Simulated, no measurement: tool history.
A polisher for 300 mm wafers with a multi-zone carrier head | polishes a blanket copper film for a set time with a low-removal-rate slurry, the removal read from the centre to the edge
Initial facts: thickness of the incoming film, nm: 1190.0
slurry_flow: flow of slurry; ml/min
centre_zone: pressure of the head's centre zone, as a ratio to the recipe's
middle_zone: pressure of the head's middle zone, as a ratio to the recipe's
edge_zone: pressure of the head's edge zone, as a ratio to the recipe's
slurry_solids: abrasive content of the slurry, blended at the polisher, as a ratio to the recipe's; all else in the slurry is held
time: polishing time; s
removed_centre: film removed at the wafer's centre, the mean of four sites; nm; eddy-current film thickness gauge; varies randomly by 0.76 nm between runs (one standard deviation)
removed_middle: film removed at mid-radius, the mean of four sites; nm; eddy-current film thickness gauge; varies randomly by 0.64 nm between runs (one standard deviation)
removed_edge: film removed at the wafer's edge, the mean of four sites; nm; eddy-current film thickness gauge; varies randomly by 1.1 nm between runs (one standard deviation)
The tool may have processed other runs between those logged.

run 1 day=0.000 | slurry_flow=135 centre_zone=1.00 middle_zone=1.00 edge_zone=1.00 slurry_solids=1.00 time=86 | removed_centre=124.790 removed_middle=131.480 removed_edge=133.500
run 2 day=0.125 | slurry_flow=105 centre_zone=1.00 middle_zone=1.00 edge_zone=1.00 slurry_solids=1.00 time=86 | removed_centre=114.870 removed_middle=116.970 removed_edge=130.500
run 3 day=0.462 | slurry_flow=120 centre_zone=1.03 middle_zone=0.96 edge_zone=0.94 slurry_solids=0.85 time=79 | removed_centre=109.710 removed_middle=105.720 removed_edge=113.340
run 4 day=0.692 | slurry_flow=125 centre_zone=1.06 middle_zone=0.96 edge_zone=0.90 slurry_solids=0.75 time=76 | removed_centre=108.010 removed_middle=100.810 removed_edge=105.960
run 5 day=1.025 | slurry_flow=125 centre_zone=1.09 middle_zone=0.97 edge_zone=0.87 slurry_solids=0.65 time=73 | removed_centre=103.670 removed_middle=93.193 removed_edge=96.085
run 6 day=1.154 | slurry_flow=125 centre_zone=1.09 middle_zone=0.97 edge_zone=0.87 slurry_solids=0.50 time=73 | removed_centre=96.767 removed_middle=87.772 removed_edge=90.581
run 7 day=1.317 | slurry_flow=130 centre_zone=1.10 middle_zone=0.97 edge_zone=0.85 slurry_solids=0.50 time=72 | removed_centre=97.534 removed_middle=88.152 removed_edge=89.221

Predict the results of run 8:
run 8 day=1.608 | slurry_flow=130 centre_zone=1.11 middle_zone=0.97 edge_zone=0.84 slurry_solids=0.50 time=72 | removed_centre=? removed_middle=? removed_edge=?

{"run 8": {"removed_centre": 98.602, "removed_middle": 88.937, "removed_edge": 87.785}}

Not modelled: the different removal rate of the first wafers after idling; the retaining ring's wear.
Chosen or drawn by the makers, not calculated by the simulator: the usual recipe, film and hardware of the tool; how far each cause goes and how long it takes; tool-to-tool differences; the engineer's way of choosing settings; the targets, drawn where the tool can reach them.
